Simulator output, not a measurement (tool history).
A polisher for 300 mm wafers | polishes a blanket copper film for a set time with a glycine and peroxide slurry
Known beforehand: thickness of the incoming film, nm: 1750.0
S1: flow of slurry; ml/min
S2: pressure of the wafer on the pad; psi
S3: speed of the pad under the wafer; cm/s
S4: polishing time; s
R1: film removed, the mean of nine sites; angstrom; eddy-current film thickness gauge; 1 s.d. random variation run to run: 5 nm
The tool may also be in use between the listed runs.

{"run": 1, "hour": 0.0, "S1": 315, "S2": 3.1, "S3": 114, "S4": 44, "R1": 3053.2}
{"run": 2, "hour": 6.0, "S1": 315, "S2": 3.1, "S3": 128, "S4": 44, "R1": 3329.1}
{"run": 3, "hour": 7.2, "S1": 315, "S2": 3.3, "S3": 128, "S4": 44, "R1": 3536.5}
{"run": 4, "hour": 11.6, "S1": 315, "S2": 3.3, "S3": 128, "S4": 44, "R1": 3568.8}
{"run": 5, "hour": 13.2, "S1": 315, "S2": 3.4, "S3": 128, "S4": 44, "R1": 3624.6}
{"run": 6, "hour": 21.4, "S1": 315, "S2": 3.5, "S3": 128, "S4": 44, "R1": 3799.3}

Predict the results of run 7:
{"run": 7, "hour": 26.9, "S1": 315, "S2": 3.6, "S3": 128, "S4": 44, "R1": "?"}

Run 7 yielded R1 3799.8 angstrom.
